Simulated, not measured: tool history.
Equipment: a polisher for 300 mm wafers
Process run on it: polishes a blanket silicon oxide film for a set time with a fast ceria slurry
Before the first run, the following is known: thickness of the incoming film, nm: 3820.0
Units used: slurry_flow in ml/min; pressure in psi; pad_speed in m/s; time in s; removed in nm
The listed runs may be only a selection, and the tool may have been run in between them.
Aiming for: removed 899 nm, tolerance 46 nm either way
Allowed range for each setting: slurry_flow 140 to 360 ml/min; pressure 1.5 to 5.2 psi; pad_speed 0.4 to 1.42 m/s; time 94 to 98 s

Run 1, hour 0: slurry_flow 230 ml/min, pressure 3.3 psi, pad_speed 0.9 m/s, time 94 s. Result: removed 1783.2 nm.
Run 2, hour 0.7: slurry_flow 230 ml/min, pressure 2.8 psi, pad_speed 0.86 m/s, time 94 s. Result: removed 1501 nm.
Run 3, hour 3.1: slurry_flow 230 ml/min, pressure 3.3 psi, pad_speed 0.86 m/s, time 94 s. Result: removed 1715.8 nm.
Run 4, hour 8.5: slurry_flow 230 ml/min, pressure 2.8 psi, pad_speed 0.82 m/s, time 94 s. Result: removed 1444.8 nm.
Run 5, hour 16.1: slurry_flow 230 ml/min, pressure 2.8 psi, pad_speed 1 m/s, time 94 s. Result: removed 1783 nm.
Run 6, hour 16.8: slurry_flow 230 ml/min, pressure 2.8 psi, pad_speed 0.82 m/s, time 94 s. Result: removed 1399.1 nm.
Run 7, hour 18: slurry_flow 230 ml/min, pressure 2.5 psi, pad_speed 0.8 m/s, time 94 s. Result: removed 1288.9 nm.
Run 8, hour 20.3: slurry_flow 230 ml/min, pressure 2.2 psi, pad_speed 0.78 m/s, time 94 s. Result: removed 1132.4 nm.
Run 9, hour 23: slurry_flow 230 ml/min, pressure 2 psi, pad_speed 0.78 m/s, time 94 s. Result: removed 1090.1 nm.
Run 10, hour 28.6: slurry_flow 230 ml/min, pressure 1.5 psi, pad_speed 0.72 m/s, time 94 s. Result: removed 822.52 nm.

Below are 4 possible settings for the next run. Only one of them brings all results inside the allowed miss of their targets. Which is it?
Run A, hour 34.2: slurry_flow 190 ml/min, pressure 1.6 psi, pad_speed 0.66 m/s, time 94 s. Result: removed ?.
Run B, hour 34.2: slurry_flow 235 ml/min, pressure 1.8 psi, pad_speed 0.68 m/s, time 97 s. Result: removed ?.
Run C, hour 34.2: slurry_flow 280 ml/min, pressure 1.7 psi, pad_speed 0.6 m/s, time 98 s. Result: removed ?.
Run D, hour 34.2: slurry_flow 145 ml/min, pressure 1.5 psi, pad_speed 0.76 m/s, time 94 s. Result: removed ?.

move  removed
   A   783.23
   B   923.27
   C   813.52
   D   819.82
A: moves away from the targets compared with the last run
B: every result within its allowed miss
C: moves away from the targets compared with the last run
D: just as far off the targets as the last run
Answer: B

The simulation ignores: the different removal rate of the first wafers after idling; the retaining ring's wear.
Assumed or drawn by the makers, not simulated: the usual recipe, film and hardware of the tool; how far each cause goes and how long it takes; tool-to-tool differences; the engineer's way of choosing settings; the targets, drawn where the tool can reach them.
